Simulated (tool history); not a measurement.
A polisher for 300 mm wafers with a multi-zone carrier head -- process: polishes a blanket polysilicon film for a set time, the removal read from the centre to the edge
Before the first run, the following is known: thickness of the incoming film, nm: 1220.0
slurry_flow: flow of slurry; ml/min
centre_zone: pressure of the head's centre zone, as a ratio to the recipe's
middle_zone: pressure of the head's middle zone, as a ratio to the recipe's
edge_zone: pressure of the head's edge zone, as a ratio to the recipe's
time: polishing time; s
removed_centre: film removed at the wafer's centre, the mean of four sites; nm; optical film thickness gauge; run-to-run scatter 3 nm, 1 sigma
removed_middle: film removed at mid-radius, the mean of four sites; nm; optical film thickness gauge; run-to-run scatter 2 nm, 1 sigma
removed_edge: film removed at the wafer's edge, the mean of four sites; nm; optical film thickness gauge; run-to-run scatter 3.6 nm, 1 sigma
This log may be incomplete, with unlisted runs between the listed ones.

{"run": 1, "hour": 0.0, "slurry_flow": 235, "centre_zone": 1.0, "middle_zone": 1.0, "edge_zone": 1.0, "time": 35, "removed_centre": 239.82, "removed_middle": 235.04, "removed_edge": 233.74}
{"run": 2, "hour": 1.4, "slurry_flow": 235, "centre_zone": 1.0, "middle_zone": 0.94, "edge_zone": 1.0, "time": 35, "removed_centre": 237.72, "removed_middle": 223.83, "removed_edge": 234.2}
{"run": 3, "hour": 7.7, "slurry_flow": 235, "centre_zone": 1.0, "middle_zone": 0.88, "edge_zone": 1.0, "time": 35, "removed_centre": 241.62, "removed_middle": 214.0, "removed_edge": 233.55}
{"run": 4, "hour": 12.0, "slurry_flow": 280, "centre_zone": 1.0, "middle_zone": 0.88, "edge_zone": 1.0, "time": 35, "removed_centre": 248.39, "removed_middle": 215.14, "removed_edge": 245.64}
{"run": 5, "hour": 17.3, "slurry_flow": 280, "centre_zone": 1.03, "middle_zone": 0.95, "edge_zone": 0.99, "time": 36, "removed_centre": 257.56, "removed_middle": 238.01, "removed_edge": 240.68}
{"run": 6, "hour": 18.8, "slurry_flow": 280, "centre_zone": 1.03, "middle_zone": 0.95, "edge_zone": 0.93, "time": 36, "removed_centre": 260.47, "removed_middle": 239.26, "removed_edge": 237.14}

What will run 7 give?
{"run": 7, "hour": 21.0, "slurry_flow": 315, "centre_zone": 1.11, "middle_zone": 1.05, "edge_zone": 1.0, "time": 39, "removed_centre": "?", "removed_middle": "?", "removed_edge": "?"}

removed_centre: 306.74 nm
removed_middle: 284.36 nm
removed_edge: 269.68 nm
